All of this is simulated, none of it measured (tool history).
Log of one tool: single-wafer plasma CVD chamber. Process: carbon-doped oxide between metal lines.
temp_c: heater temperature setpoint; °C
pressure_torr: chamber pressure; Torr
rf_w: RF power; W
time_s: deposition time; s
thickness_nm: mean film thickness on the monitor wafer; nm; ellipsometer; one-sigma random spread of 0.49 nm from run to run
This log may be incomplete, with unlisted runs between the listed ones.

run 1 hour=0 | temp_c=355 pressure_torr=5.21 rf_w=390 time_s=32.8 | thickness_nm=138.87
run 2 hour=2 | temp_c=355 pressure_torr=4.31 rf_w=390 time_s=32.8 | thickness_nm=133.54
run 3 hour=2.8 | temp_c=355 pressure_torr=4.31 rf_w=420 time_s=32.8 | thickness_nm=144.12
run 4 hour=5.3 | temp_c=348 pressure_torr=4.31 rf_w=420 time_s=32.8 | thickness_nm=147.48
run 5 hour=8.7 | temp_c=348 pressure_torr=4.31 rf_w=385 time_s=32.8 | thickness_nm=135.88
run 6 hour=11.8 | temp_c=350 pressure_torr=4.1 rf_w=375 time_s=32.8 | thickness_nm=129.61
run 7 hour=13 | temp_c=352 pressure_torr=3.93 rf_w=370 time_s=32.8 | thickness_nm=127.53
-- hour=21.6 thermocouple changed; heater temperature recalibrated
run 8 hour=21.6 | temp_c=354 pressure_torr=3.79 rf_w=365 time_s=32.8 | thickness_nm=121.45
run 9 hour=27.3 | temp_c=356 pressure_torr=3.69 rf_w=365 time_s=32.8 | thickness_nm=120.82
run 10 hour=30.5 | temp_c=358 pressure_torr=3.59 rf_w=365 time_s=32.8 | thickness_nm=118.94
run 11 hour=31.4 | temp_c=360 pressure_torr=3.51 rf_w=365 time_s=32.8 | thickness_nm=118.35

Expected results for the next run?
run 12 hour=35 | temp_c=362 pressure_torr=3.44 rf_w=365 time_s=32.8 | thickness_nm=?

thickness_nm: 118.08 nm
